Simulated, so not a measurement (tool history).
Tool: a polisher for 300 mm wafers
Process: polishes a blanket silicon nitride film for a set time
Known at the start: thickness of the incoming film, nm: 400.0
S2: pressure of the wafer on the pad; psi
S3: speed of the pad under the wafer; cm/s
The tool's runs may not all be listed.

{"run": 1, "hour": 0.0, "flow of slurry (ml/min)": 140, "S2": 3.5, "S3": 100, "polishing time (s)": 91, "film removed (Å)": 1555.1}
{"run": 2, "hour": 5.6, "flow of slurry (ml/min)": 135, "S2": 3.3, "S3": 100, "polishing time (s)": 91, "film removed (Å)": 1471.0}
{"run": 3, "hour": 7.8, "flow of slurry (ml/min)": 130, "S2": 3.1, "S3": 100, "polishing time (s)": 91, "film removed (Å)": 1381.7}
{"run": 4, "hour": 13.4, "flow of slurry (ml/min)": 125, "S2": 2.9, "S3": 100, "polishing time (s)": 91, "film removed (Å)": 1278.3}
{"run": 5, "hour": 15.1, "flow of slurry (ml/min)": 125, "S2": 2.9, "S3": 110, "polishing time (s)": 91, "film removed (Å)": 1363.5}
{"run": 6, "hour": 23.4, "flow of slurry (ml/min)": 125, "S2": 3.6, "S3": 110, "polishing time (s)": 91, "film removed (Å)": 1686.5}
{"run": 7, "hour": 24.7, "flow of slurry (ml/min)": 100, "S2": 2.6, "S3": 108, "polishing time (s)": 91, "film removed (Å)": 1137.1}

Run 8 comes next. What will it give?
{"run": 8, "hour": 27.6, "flow of slurry (ml/min)": 90, "S2": 2.5, "S3": 108, "polishing time (s)": 91, "film removed (Å)": "?"}

Run 8 gave film removed (Å) 1079.6.
